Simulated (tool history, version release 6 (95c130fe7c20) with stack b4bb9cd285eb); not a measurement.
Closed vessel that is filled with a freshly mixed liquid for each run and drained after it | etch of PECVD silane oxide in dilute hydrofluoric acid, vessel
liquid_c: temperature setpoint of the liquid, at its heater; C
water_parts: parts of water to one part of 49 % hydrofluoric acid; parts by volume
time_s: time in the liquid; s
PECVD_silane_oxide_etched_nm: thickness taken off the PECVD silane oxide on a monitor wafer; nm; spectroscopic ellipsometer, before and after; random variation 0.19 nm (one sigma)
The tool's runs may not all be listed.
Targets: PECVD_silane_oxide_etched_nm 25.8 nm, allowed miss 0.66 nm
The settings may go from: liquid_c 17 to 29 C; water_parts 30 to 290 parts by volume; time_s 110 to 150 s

{"run": 1, "hour": 0.0, "liquid_c": 21, "water_parts": 160, "time_s": 150, "PECVD_silane_oxide_etched_nm": 15.084}
{"run": 2, "hour": 6.0, "liquid_c": 23, "water_parts": 150, "time_s": 150, "PECVD_silane_oxide_etched_nm": 17.479}
{"run": 3, "hour": 10.1, "liquid_c": 26, "water_parts": 150, "time_s": 150, "PECVD_silane_oxide_etched_nm": 19.674}
{"run": 4, "hour": 19.5, "liquid_c": 26.5, "water_parts": 145, "time_s": 150, "PECVD_silane_oxide_etched_nm": 20.659}
{"run": 5, "hour": 20.6, "liquid_c": 27, "water_parts": 140, "time_s": 150, "PECVD_silane_oxide_etched_nm": 22.191}
{"run": 6, "hour": 29.2, "liquid_c": 27, "water_parts": 140, "time_s": 110, "PECVD_silane_oxide_etched_nm": 16.193}
{"run": 7, "hour": 35.3, "liquid_c": 27.5, "water_parts": 125, "time_s": 110, "PECVD_silane_oxide_etched_nm": 18.93}
{"run": 8, "hour": 39.1, "liquid_c": 29, "water_parts": 90, "time_s": 110, "PECVD_silane_oxide_etched_nm": 28.936}
{"run": 9, "hour": 46.4, "liquid_c": 28, "water_parts": 90, "time_s": 110, "PECVD_silane_oxide_etched_nm": 27.962}
{"run": 10, "hour": 55.6, "liquid_c": 27.5, "water_parts": 90, "time_s": 110, "PECVD_silane_oxide_etched_nm": 27.519}
{"run": 11, "hour": 59.2, "liquid_c": 27, "water_parts": 90, "time_s": 110, "PECVD_silane_oxide_etched_nm": 26.949}

Which of these 5 next moves meets every target?
{"run": "A", "hour": 62.8, "liquid_c": 26.5, "water_parts": 100, "time_s": 115, "PECVD_silane_oxide_etched_nm": "?"}
{"run": "B", "hour": 62.8, "liquid_c": 29, "water_parts": 105, "time_s": 110, "PECVD_silane_oxide_etched_nm": "?"}
{"run": "C", "hour": 62.8, "liquid_c": 24.5, "water_parts": 105, "time_s": 130, "PECVD_silane_oxide_etched_nm": "?"}
{"run": "D", "hour": 62.8, "liquid_c": 26.5, "water_parts": 115, "time_s": 140, "PECVD_silane_oxide_etched_nm": "?"}
{"run": "E", "hour": 62.8, "liquid_c": 26, "water_parts": 85, "time_s": 110, "PECVD_silane_oxide_etched_nm": "?"}

move=A PECVD_silane_oxide_etched_nm=24.508
move=B PECVD_silane_oxide_etched_nm=24.461
move=C PECVD_silane_oxide_etched_nm=24.217
move=D PECVD_silane_oxide_etched_nm=25.475
move=E PECVD_silane_oxide_etched_nm=27.541
A: takes the result that was furthest off past its target
B: takes the result that was furthest off past its target
C: takes the result that was furthest off past its target
D: meets every target
E: further off than the last run
Answer: D

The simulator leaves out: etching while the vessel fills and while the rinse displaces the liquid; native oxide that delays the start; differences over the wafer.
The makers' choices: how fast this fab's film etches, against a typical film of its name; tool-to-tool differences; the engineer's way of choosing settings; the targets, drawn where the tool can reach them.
